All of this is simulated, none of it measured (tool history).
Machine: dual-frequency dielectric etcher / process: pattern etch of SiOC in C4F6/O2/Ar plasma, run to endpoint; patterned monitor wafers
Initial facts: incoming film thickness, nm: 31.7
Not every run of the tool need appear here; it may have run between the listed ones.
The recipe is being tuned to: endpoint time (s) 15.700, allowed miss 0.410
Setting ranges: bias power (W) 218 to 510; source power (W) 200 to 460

run,day,bias power (W),source power (W),endpoint time (s)
1,0.000,364,330,13.878
2,0.333,387,330,13.672
3,0.638,368,320,14.014
4,0.908,412,320,13.675
5,1.150,412,270,14.720
6,1.483,404,270,14.958
7,1.796,398,270,15.057
8,1.992,393,270,14.988
9,2.083,387,270,15.163

Of the 5 settings listed for the next run, only one would bring every result within its allowed miss of target. Which one?
A,2.175,409,300,?
B,2.175,483,260,?
C,2.175,369,260,?
D,2.175,398,280,?
E,2.175,358,310,?

move,endpoint time (s)
A,14.068
B,14.368
C,15.559
D,14.668
E,14.378
A: lands further from the targets than the last run did
B: lands further from the targets than the last run did
C: in spec on every target
D: lands further from the targets than the last run did
E: lands further from the targets than the last run did
Correct choice: C, which meets every target
